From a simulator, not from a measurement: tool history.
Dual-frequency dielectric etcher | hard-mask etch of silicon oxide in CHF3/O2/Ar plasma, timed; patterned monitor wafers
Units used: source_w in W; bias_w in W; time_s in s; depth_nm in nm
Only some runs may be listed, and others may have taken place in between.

run,day,source_w,bias_w,time_s,depth_nm
1,0,860,204,16.5,39.79
2,0.075,830,203,16.5,39.446
3,0.288,800,201,16.5,38.599
4,0.488,800,201,16.5,38.876
5,0.517,780,199,16.5,38.101
6,0.642,940,199,16.5,41.381

Run 7, settings as shown, results not yet in. Your forecast:
7,0.967,910,198,16.5,?

depth_nm: 40.594 nm
